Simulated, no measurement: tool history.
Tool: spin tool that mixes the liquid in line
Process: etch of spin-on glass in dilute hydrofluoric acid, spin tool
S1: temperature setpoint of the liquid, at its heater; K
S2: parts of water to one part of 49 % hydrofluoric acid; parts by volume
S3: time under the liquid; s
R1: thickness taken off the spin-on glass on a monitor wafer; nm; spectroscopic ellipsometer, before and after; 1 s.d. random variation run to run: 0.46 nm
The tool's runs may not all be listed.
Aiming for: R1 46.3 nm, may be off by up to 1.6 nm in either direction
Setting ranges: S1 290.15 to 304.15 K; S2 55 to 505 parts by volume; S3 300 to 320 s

| run | hour | S1 | S2 | S3 | R1 |
|---|---|---|---|---|---|
| 1 | 0 | 296.15 | 280 | 300 | 37.044 |
| 2 | 5.9 | 296.15 | 380 | 300 | 25.117 |
| 3 | 6.4 | 297.15 | 365 | 300 | 26.756 |
| 4 | 7.3 | 297.65 | 350 | 300 | 29.363 |
| 5 | 9.6 | 298.65 | 340 | 300 | 31.81 |
| 6 | 18 | 299.15 | 330 | 300 | 32.624 |
| 7 | 25 | 299.65 | 320 | 300 | 35.815 |
| 8 | 29.6 | 300.15 | 315 | 300 | 35.523 |
| 9 | 31.8 | 300.65 | 305 | 300 | 38.585 |

Below are 5 possible settings for the next run. Only one of them brings all results inside the allowed miss of their targets. Which is it?
| A | 34 | 303.65 | 285 | 300 | ? |
| B | 34 | 302.15 | 315 | 320 | ? |
| C | 34 | 301.15 | 285 | 300 | ? |
| D | 34 | 300.65 | 350 | 300 | ? |
| E | 34 | 302.15 | 320 | 320 | ? |

| move | R1 |
|---|---|
| A | 46.695 |
| B | 41.548 |
| C | 43.016 |
| D | 32.218 |
| E | 40.682 |
A: in spec on every target
B: moves toward the targets from the last run without getting all of them in spec
C: moves toward the targets from the last run without getting all of them in spec
D: its largest miss is bigger than the last run's
E: moves toward the targets from the last run without getting all of them in spec
A is the move that brings every result within its allowed miss.
